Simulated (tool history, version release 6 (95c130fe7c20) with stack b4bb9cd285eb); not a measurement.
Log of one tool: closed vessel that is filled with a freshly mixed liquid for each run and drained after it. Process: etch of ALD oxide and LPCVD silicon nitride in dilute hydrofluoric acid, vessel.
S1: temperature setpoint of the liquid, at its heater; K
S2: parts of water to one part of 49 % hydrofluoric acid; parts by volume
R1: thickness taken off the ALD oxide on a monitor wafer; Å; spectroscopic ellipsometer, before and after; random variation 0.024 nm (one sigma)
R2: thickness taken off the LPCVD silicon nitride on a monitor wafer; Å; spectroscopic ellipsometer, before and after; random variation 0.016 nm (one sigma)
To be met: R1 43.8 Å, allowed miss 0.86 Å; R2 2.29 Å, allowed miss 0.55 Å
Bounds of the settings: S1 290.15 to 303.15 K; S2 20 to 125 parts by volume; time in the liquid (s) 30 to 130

run 1 hour=0 | S1=295.15 S2=70 time_in_the_liquid_(s)=65 | R1=85.006 R2=3.832
run 2 hour=7.1 | S1=294.15 S2=80 time_in_the_liquid_(s)=65 | R1=69.861 R2=3.2607
run 3 hour=10.6 | S1=294.15 S2=55 time_in_the_liquid_(s)=65 | R1=104.7 R2=4.4896
run 4 hour=15.8 | S1=293.15 S2=65 time_in_the_liquid_(s)=65 | R1=84.068 R2=3.5896
run 5 hour=24.2 | S1=293.15 S2=55 time_in_the_liquid_(s)=65 | R1=100.64 R2=3.6164
run 6 hour=32.2 | S1=293.15 S2=35 time_in_the_liquid_(s)=65 | R1=162.66 R2=6.2821
run 7 hour=34.9 | S1=292.65 S2=50 time_in_the_liquid_(s)=65 | R1=109.87 R2=3.7249
run 8 hour=41.9 | S1=292.65 S2=80 time_in_the_liquid_(s)=60 | R1=60.543 R2=2.2333
run 9 hour=44 | S1=293.15 S2=85 time_in_the_liquid_(s)=60 | R1=58.432 R2=2.5034
run 10 hour=46.4 | S1=293.15 S2=90 time_in_the_liquid_(s)=60 | R1=54.169 R2=2.2124
run 11 hour=47.5 | S1=291.15 S2=100 time_in_the_liquid_(s)=60 | R1=44.799 R2=1.7602
run 12 hour=51.9 | S1=292.15 S2=100 time_in_the_liquid_(s)=60 | R1=47.074 R2=2.0977

5 next moves are on the table. One of them brings every result within its allowed miss. Which?
run A hour=56.3 | S1=291.15 S2=90 time_in_the_liquid_(s)=60 | R1=? R2=?
run B hour=56.3 | S1=296.65 S2=110 time_in_the_liquid_(s)=55 | R1=? R2=?
run C hour=56.3 | S1=296.15 S2=110 time_in_the_liquid_(s)=55 | R1=? R2=?
run D hour=56.3 | S1=299.15 S2=115 time_in_the_liquid_(s)=50 | R1=? R2=?
run E hour=56.3 | S1=290.15 S2=80 time_in_the_liquid_(s)=60 | R1=? R2=?

move=A R1=50.263 R2=1.8975
move=B R1=46.118 R2=2.0739
move=C R1=45.214 R2=2.0066
move=D R1=43.938 R2=2.1232
move=E R1=54.786 R2=1.9837
A: further off than the last run
B: nearer than the last run, and not there yet
C: nearer than the last run, and not there yet
D: meets every target
E: further off than the last run
Answer: D
